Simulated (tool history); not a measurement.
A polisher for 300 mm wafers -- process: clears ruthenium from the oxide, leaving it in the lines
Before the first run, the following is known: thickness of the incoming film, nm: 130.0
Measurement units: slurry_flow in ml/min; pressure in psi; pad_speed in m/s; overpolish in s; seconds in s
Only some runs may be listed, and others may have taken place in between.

run,hour,slurry_flow,pressure,pad_speed,overpolish,seconds
1,0,165,2.4,1.06,49,75.612
2,6.7,125,2.4,1.06,49,78.395
3,7.4,125,2.3,1.06,49,79.253
4,13.3,100,2.3,1.06,49,86.554
5,18.2,100,2.3,1.06,49,84.744
6,23.5,140,2.3,1.06,49,79.246

Run 7 comes next. What will it give?
7,29.2,140,2.2,1.06,49,?

{"run 7": {"seconds": 81.403}}
